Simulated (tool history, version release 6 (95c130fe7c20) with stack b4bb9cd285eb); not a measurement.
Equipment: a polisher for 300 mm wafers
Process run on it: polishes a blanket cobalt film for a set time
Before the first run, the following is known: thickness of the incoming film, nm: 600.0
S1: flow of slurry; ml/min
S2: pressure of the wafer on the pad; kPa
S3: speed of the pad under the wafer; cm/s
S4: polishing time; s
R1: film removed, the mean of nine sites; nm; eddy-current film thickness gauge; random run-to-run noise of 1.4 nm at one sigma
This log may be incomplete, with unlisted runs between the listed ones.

| run | hour | S1 | S2 | S3 | S4 | R1 |
|---|---|---|---|---|---|---|
| 1 | 0.0 | 190 | 11.0 | 116 | 59 | 295.26 |
| 2 | 2.7 | 190 | 9.0 | 116 | 59 | 252.52 |
| 3 | 3.8 | 190 | 11.7 | 116 | 59 | 311.04 |
| 4 | 9.5 | 190 | 11.7 | 116 | 59 | 308.04 |
| 5 | 16.9 | 180 | 10.3 | 116 | 59 | 281.12 |
| 6 | 21.3 | 180 | 9.0 | 116 | 59 | 251.20 |
| 7 | 26.3 | 180 | 8.3 | 116 | 59 | 240.03 |

What does the tool deliver on the next run?
| 8 | 31.6 | 180 | 7.6 | 116 | 59 | ? |

R1: 225.07 nm

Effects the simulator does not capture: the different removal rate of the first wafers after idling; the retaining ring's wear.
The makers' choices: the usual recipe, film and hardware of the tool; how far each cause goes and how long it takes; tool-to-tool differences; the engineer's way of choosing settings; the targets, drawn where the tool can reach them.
